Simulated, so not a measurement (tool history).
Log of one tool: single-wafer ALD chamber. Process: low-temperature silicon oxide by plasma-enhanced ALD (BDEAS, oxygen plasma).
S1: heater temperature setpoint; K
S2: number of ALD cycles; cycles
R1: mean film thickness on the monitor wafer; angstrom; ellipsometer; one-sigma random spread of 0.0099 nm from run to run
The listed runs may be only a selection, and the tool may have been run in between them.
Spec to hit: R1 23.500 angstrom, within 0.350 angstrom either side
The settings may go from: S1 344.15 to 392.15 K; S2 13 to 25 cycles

run  hour      S1  S2      R1
  1   0.0  368.15  19  27.685
  2   7.2  374.15  19  27.107
  3   7.9  374.15  21  30.218
  4  15.7  384.15  21  29.678
  5  24.1  392.15  21  28.710
  6  29.7  381.15  21  29.450
     34.2  -- thermocouple changed; heater temperature recalibrated
  7  34.2  384.15  20  27.573
  8  41.7  386.15  19  26.383
  9  44.1  387.15  18  25.144
 10  51.6  388.15  18  24.890
 11  60.3  389.15  18  24.772
 12  67.7  390.15  18  24.815

Of the 5 settings listed for the next run, only one would bring every result within its allowed miss of target. Which one?
  A  75.1  385.15  19   ?
  B  75.1  390.15  19   ?
  C  75.1  386.15  19   ?
  D  75.1  386.15  18   ?
  E  75.1  390.15  17   ?

move      R1
   A  26.371
   B  26.133
   C  26.323
   D  24.938
   E  23.382
A: misses by more than the last run did
B: misses by more than the last run did
C: misses by more than the last run did
D: misses by more than the last run did
E: every result lands within tolerance
Correct choice: E, which meets every target
